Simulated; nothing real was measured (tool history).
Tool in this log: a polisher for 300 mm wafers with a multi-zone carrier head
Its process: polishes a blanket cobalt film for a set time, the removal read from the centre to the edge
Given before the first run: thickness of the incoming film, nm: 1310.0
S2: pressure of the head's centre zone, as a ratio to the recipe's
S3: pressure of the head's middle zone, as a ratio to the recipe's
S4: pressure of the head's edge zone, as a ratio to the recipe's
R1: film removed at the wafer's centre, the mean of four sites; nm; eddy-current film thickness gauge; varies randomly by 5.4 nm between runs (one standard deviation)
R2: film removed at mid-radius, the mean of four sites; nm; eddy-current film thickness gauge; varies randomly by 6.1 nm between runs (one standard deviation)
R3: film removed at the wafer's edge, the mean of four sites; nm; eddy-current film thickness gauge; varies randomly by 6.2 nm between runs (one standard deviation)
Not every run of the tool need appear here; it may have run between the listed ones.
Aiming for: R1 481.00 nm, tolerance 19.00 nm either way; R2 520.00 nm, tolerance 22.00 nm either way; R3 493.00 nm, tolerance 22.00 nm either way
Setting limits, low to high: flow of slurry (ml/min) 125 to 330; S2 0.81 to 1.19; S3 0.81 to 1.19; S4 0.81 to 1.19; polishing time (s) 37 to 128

run 1 hour=0.0 | flow_of_slurry_(ml/min)=210 S2=1.00 S3=1.00 S4=1.00 polishing_time_(s)=82 | R1=346.63 R2=336.14 R3=360.51
run 2 hour=4.8 | flow_of_slurry_(ml/min)=210 S2=0.96 S3=1.00 S4=1.00 polishing_time_(s)=82 | R1=332.89 R2=341.68 R3=363.11
run 3 hour=6.5 | flow_of_slurry_(ml/min)=220 S2=0.98 S3=1.04 S4=1.01 polishing_time_(s)=87 | R1=358.56 R2=368.70 R3=385.53
run 4 hour=9.2 | flow_of_slurry_(ml/min)=225 S2=0.99 S3=1.07 S4=1.00 polishing_time_(s)=93 | R1=387.21 R2=410.45 R3=419.77
run 5 hour=17.7 | flow_of_slurry_(ml/min)=225 S2=0.99 S3=1.07 S4=0.96 polishing_time_(s)=93 | R1=391.87 R2=411.88 R3=420.00
run 6 hour=18.4 | flow_of_slurry_(ml/min)=225 S2=0.99 S3=1.07 S4=0.99 polishing_time_(s)=93 | R1=397.84 R2=411.05 R3=419.69
run 7 hour=20.1 | flow_of_slurry_(ml/min)=230 S2=1.00 S3=1.10 S4=0.99 polishing_time_(s)=96 | R1=420.57 R2=426.19 R3=431.42
run 8 hour=25.1 | flow_of_slurry_(ml/min)=255 S2=0.96 S3=1.19 S4=0.97 polishing_time_(s)=111 | R1=461.67 R2=551.78 R3=498.35
run 9 hour=33.4 | flow_of_slurry_(ml/min)=255 S2=0.96 S3=1.19 S4=0.97 polishing_time_(s)=111 | R1=448.14 R2=548.49 R3=497.25
-- hour=36.4 edge zone pressure recalibrated
run 10 hour=36.4 | flow_of_slurry_(ml/min)=255 S2=0.97 S3=1.18 S4=0.97 polishing_time_(s)=110 | R1=461.69 R2=532.32 R3=475.62
run 11 hour=45.2 | flow_of_slurry_(ml/min)=250 S2=0.97 S3=1.17 S4=0.98 polishing_time_(s)=110 | R1=456.04 R2=534.26 R3=469.03
run 12 hour=52.5 | flow_of_slurry_(ml/min)=255 S2=0.97 S3=1.16 S4=0.96 polishing_time_(s)=110 | R1=462.53 R2=532.47 R3=455.40

5 next moves are on the table. One of them brings every result within its allowed miss. Which?
run A hour=59.8 | flow_of_slurry_(ml/min)=285 S2=0.85 S3=1.19 S4=0.94 polishing_time_(s)=118 | R1=? R2=? R3=?
run B hour=59.8 | flow_of_slurry_(ml/min)=215 S2=0.86 S3=1.10 S4=1.09 polishing_time_(s)=121 | R1=? R2=? R3=?
run C hour=59.8 | flow_of_slurry_(ml/min)=200 S2=1.17 S3=1.05 S4=0.90 polishing_time_(s)=109 | R1=? R2=? R3=?
run D hour=59.8 | flow_of_slurry_(ml/min)=245 S2=1.06 S3=1.06 S4=0.96 polishing_time_(s)=106 | R1=? R2=? R3=?
run E hour=59.8 | flow_of_slurry_(ml/min)=205 S2=1.00 S3=1.12 S4=0.98 polishing_time_(s)=115 | R1=? R2=? R3=?

move=A R1=444.65 R2=574.54 R3=499.83
move=B R1=443.33 R2=531.36 R3=537.02
move=C R1=537.72 R2=454.36 R3=437.89
move=D R1=488.94 R2=458.67 R3=448.29
move=E R1=486.70 R2=508.92 R3=481.72
A: corrects the largest miss of the last run, while another result sits out of spec
B: moves the result that the last run missed by most past its target, out the other side
C: the biggest miss grows against the last run
D: the biggest miss grows against the last run
E: all results land within tolerance of their targets
Move E is the one to make.
